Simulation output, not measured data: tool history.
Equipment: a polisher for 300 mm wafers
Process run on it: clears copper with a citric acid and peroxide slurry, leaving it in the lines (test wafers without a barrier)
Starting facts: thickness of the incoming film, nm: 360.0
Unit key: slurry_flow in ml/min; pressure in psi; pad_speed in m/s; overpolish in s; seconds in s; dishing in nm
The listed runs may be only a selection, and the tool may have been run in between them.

run  hour  slurry_flow  pressure  pad_speed  slurry_solids  overpolish  seconds  dishing
  1   0.0          200       2.8       1.16           1.00          25   128.58   44.352
  2   2.6          200       2.7       1.22           1.00          21   129.22   36.588
  3   8.6          200       2.7       1.00           1.00          21   146.86   32.073
  4  15.5          200       2.7       1.00           1.00          26   148.99   40.668
  5  16.4          205       2.7       1.04           1.00          22   144.10   35.179
  6  18.0          245       2.7       1.04           1.00          22   142.52   36.137
  7  21.2          245       2.7       1.04           1.00          22   140.17   35.380
  8  28.9          260       2.6       1.08           1.05          19   139.32   31.686

Estimate the outcome of run 9 from the log above:
  9  34.2          310       1.9       1.38           1.30           8        ?        ?

Run 9 came out at seconds 141.54 s, dishing 14.009 nm.
